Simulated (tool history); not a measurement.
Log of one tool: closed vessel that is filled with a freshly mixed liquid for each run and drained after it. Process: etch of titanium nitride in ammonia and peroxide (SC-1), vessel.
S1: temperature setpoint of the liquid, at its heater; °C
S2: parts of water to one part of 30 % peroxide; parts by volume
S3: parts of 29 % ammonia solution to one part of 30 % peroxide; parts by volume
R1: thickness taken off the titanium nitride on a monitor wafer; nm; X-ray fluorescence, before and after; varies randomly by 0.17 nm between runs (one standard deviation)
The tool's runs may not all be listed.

Run 1, hour 0.0: S1 56.0 °C, S2 25 parts by volume, S3 0.90 parts by volume, time in the liquid (s) 425. Result: R1 31.991 nm.
Run 2, hour 3.0: S1 55.0 °C, S2 25 parts by volume, S3 0.90 parts by volume, time in the liquid (s) 425. Result: R1 30.367 nm.
Run 3, hour 9.4: S1 54.0 °C, S2 25 parts by volume, S3 0.90 parts by volume, time in the liquid (s) 425. Result: R1 27.750 nm.
Run 4, hour 10.3: S1 49.5 °C, S2 25 parts by volume, S3 0.90 parts by volume, time in the liquid (s) 425. Result: R1 20.377 nm.
Run 5, hour 18.9: S1 49.5 °C, S2 25 parts by volume, S3 0.90 parts by volume, time in the liquid (s) 325. Result: R1 15.776 nm.
Run 6, hour 25.2: S1 49.5 °C, S2 25 parts by volume, S3 1.05 parts by volume, time in the liquid (s) 325. Result: R1 16.206 nm.
Run 7, hour 26.2: S1 51.0 °C, S2 25 parts by volume, S3 1.05 parts by volume, time in the liquid (s) 325. Result: R1 18.292 nm.

Run 8, settings as shown, results not yet in. Your forecast:
Run 8, hour 30.4: S1 56.5 °C, S2 25 parts by volume, S3 1.05 parts by volume, time in the liquid (s) 325. Result: R1 ?.

Logged for run 8: R1 26.217 nm.
